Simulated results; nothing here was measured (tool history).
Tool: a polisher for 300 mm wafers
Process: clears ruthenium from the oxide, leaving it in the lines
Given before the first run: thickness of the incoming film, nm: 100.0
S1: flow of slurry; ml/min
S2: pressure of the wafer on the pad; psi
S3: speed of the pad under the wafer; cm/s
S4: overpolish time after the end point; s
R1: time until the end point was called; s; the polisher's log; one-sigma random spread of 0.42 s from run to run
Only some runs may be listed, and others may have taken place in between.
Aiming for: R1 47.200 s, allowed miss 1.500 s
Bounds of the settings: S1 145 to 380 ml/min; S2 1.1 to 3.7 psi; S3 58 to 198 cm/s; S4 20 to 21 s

run  hour   S1   S2   S3  S4      R1
  1   0.0  245  2.4  128  20  66.174
  2   0.8  245  2.5  128  20  64.311
  3   3.0  245  2.5  140  20  58.484
  4  11.0  245  3.1  140  20  49.622
  5  13.5  245  3.1  126  20  55.381
  6  18.3  225  3.1  126  20  55.409
  7  20.4  225  3.2  126  20  54.371
  8  23.1  230  3.3  126  20  51.913
  9  26.0  235  3.5  126  20  50.317

Below are 4 possible settings for the next run. Only one of them brings all results inside the allowed miss of their targets. Which is it?
  A  28.9  260  3.7  124  20   ?
  B  28.9  250  3.3  130  20   ?
  C  28.9  200  3.6  142  21   ?
  D  28.9  255  3.5  120  20   ?

move      R1
   A  47.355
   B  50.033
   C  43.845
   D  51.349
A: every result lands within tolerance
B: closes in on the targets versus the last run, not all within tolerance yet
C: the result that was furthest off in the last run now lies on the other side of its target
D: the biggest miss grows against the last run
The right move is A.

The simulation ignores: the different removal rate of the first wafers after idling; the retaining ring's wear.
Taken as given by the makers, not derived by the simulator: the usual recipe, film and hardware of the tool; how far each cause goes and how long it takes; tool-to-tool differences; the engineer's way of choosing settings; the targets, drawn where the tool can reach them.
